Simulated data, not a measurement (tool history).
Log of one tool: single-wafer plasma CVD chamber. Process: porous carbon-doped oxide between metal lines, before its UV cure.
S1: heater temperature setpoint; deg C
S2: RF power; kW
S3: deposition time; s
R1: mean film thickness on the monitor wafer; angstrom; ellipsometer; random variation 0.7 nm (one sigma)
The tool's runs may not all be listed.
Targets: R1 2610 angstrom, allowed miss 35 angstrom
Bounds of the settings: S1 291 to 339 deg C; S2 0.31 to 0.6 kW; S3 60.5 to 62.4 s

run    day   S1     S2    S3      R1
  1      0  315  0.455  60.5  2817.5
  2  0.108  315   0.42  60.5  2654.1
  3   0.25  315  0.455  60.5  2814.4
  4  0.367  318  0.455  60.5  2778.2
  5  0.517  321  0.455  60.5  2750.3
  6  0.692  316  0.455  60.5  2798.9
  7  1.025  319  0.455  60.5  2758.3
  8  1.212  321  0.455  60.5  2736.3
     1.379  -- thermocouple changed; heater temperature recalibrated
  9  1.379  323  0.455  60.5  2773.7
 10  1.721  324  0.445  60.5    2716

Which of these 5 next moves meets every target?
  A  2.062  328   0.42  60.5   ?
  B  2.062  317   0.43  60.8   ?
  C  2.062  336   0.48  62.4   ?
  D  2.062  327  0.425    61   ?
  E  2.062  331   0.47  61.1   ?

move      R1
   A    2558
   B  2747.6
   C  2813.5
   D  2613.7
   E  2772.7
A: takes the result that was furthest off past its target
B: further off than the last run
C: further off than the last run
D: meets every target
E: further off than the last run
The right move is D.

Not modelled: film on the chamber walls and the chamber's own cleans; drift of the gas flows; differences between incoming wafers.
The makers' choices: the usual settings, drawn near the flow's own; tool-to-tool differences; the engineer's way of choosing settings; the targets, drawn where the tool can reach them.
